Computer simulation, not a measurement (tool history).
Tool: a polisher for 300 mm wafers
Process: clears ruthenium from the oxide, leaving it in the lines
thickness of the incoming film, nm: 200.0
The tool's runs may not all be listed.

run	day	flow of slurry (ml/min)	pressure of the wafer on the pad (kPa)	speed of the pad under the wafer (cm/s)	overpolish time after the end point (s)	time until the end point was called (s)
1	0.000	250	17.2	106	7	140.40
2	0.275	250	18.6	106	7	130.98
3	0.367	250	19.3	106	7	127.40
4	0.704	250	19.3	106	7	127.02
5	1.054	250	20.0	106	7	123.42
6	1.396	250	20.7	106	7	118.23
7	1.454	250	21.4	106	7	114.21

Forecast run 8:
8	1.554	250	22.1	106	7	?

{"run 8": {"time until the end point was called (s)": 110.99}}
